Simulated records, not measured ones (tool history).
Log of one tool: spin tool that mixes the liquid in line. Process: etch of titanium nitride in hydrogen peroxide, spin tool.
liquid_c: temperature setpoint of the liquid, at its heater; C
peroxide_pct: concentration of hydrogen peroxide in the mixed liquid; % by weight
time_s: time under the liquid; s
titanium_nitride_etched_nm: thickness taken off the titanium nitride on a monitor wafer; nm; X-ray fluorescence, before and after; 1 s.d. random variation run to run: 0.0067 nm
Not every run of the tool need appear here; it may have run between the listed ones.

Run 1, hour 0: liquid_c 52 C, peroxide_pct 23.5 % by weight, time_s 85 s. Result: titanium_nitride_etched_nm 2.7511 nm.
Run 2, hour 3.1: liquid_c 52 C, peroxide_pct 27 % by weight, time_s 85 s. Result: titanium_nitride_etched_nm 2.8263 nm.
Run 3, hour 9.9: liquid_c 50.5 C, peroxide_pct 27 % by weight, time_s 85 s. Result: titanium_nitride_etched_nm 2.5257 nm.
Run 4, hour 17.6: liquid_c 46.5 C, peroxide_pct 27 % by weight, time_s 85 s. Result: titanium_nitride_etched_nm 1.8954 nm.
Run 5, hour 23: liquid_c 40.5 C, peroxide_pct 27 % by weight, time_s 85 s. Result: titanium_nitride_etched_nm 1.2081 nm.
Run 6, hour 30.5: liquid_c 36 C, peroxide_pct 27 % by weight, time_s 85 s. Result: titanium_nitride_etched_nm 0.85627 nm.
Run 7, hour 35: liquid_c 36.5 C, peroxide_pct 27 % by weight, time_s 85 s. Result: titanium_nitride_etched_nm 0.89263 nm.
Run 8, hour 41.9: liquid_c 37 C, peroxide_pct 27 % by weight, time_s 85 s. Result: titanium_nitride_etched_nm 0.9201 nm.
At hour 46: new drum of peroxide connected.
Run 9, hour 46: liquid_c 37.5 C, peroxide_pct 27 % by weight, time_s 85 s. Result: titanium_nitride_etched_nm 0.97158 nm.

Run 10 has not been measured yet. What should we expect?
Run 10, hour 48.7: liquid_c 38 C, peroxide_pct 27 % by weight, time_s 85 s. Result: titanium_nitride_etched_nm ?.

Run 10 yielded titanium_nitride_etched_nm 0.99871 nm.
